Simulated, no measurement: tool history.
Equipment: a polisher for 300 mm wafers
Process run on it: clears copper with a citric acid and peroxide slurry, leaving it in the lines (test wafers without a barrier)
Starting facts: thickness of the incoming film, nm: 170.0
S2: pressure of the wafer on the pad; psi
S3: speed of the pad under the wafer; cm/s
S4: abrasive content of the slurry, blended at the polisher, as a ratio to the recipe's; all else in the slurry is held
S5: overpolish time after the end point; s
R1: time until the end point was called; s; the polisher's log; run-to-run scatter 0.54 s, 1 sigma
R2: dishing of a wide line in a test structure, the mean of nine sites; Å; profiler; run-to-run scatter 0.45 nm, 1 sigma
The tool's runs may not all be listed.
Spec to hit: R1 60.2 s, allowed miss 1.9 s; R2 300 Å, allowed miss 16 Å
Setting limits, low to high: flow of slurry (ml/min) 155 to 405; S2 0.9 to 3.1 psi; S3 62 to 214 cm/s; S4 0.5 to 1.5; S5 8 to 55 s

run 1 day=0 | flow_of_slurry_(ml/min)=260 S2=2 S3=138 S4=1 S5=28 | R1=81.948 R2=244.87
run 2 day=0.288 | flow_of_slurry_(ml/min)=260 S2=2 S3=138 S4=1.2 S5=28 | R1=80.052 R2=248.9
run 3 day=0.392 | flow_of_slurry_(ml/min)=260 S2=2.1 S3=138 S4=1.2 S5=28 | R1=77.053 R2=252.28
run 4 day=0.7 | flow_of_slurry_(ml/min)=260 S2=2.2 S3=138 S4=1.2 S5=28 | R1=74.766 R2=253.52
run 5 day=0.804 | flow_of_slurry_(ml/min)=260 S2=2.3 S3=138 S4=1.2 S5=29 | R1=71.821 R2=261.24
run 6 day=1.096 | flow_of_slurry_(ml/min)=260 S2=2.4 S3=138 S4=1.2 S5=30 | R1=69.782 R2=280.35
-- day=1.121 slurry nozzle cleaned
run 7 day=1.121 | flow_of_slurry_(ml/min)=260 S2=2.5 S3=138 S4=1.2 S5=30 | R1=66.102 R2=285.93
run 8 day=1.217 | flow_of_slurry_(ml/min)=270 S2=2.7 S3=138 S4=1.2 S5=30 | R1=62.958 R2=291.99

Below are 4 possible settings for the next run. Only one of them brings all results inside the allowed miss of their targets. Which is it?
run A day=1.312 | flow_of_slurry_(ml/min)=285 S2=2.1 S3=150 S4=1.15 S5=39 | R1=? R2=?
run B day=1.312 | flow_of_slurry_(ml/min)=240 S2=2.7 S3=144 S4=1.2 S5=30 | R1=? R2=?
run C day=1.312 | flow_of_slurry_(ml/min)=230 S2=2.5 S3=144 S4=1.25 S5=40 | R1=? R2=?
run D day=1.312 | flow_of_slurry_(ml/min)=270 S2=2.6 S3=130 S4=1.2 S5=33 | R1=? R2=?

move=A R1=69.88 R2=298.55
move=B R1=60.712 R2=289.02
move=C R1=64.313 R2=312.15
move=D R1=68.214 R2=286.42
A: misses by more than the last run did
B: hits every target within its allowed miss
C: misses by more than the last run did
D: misses by more than the last run did
Answer: B
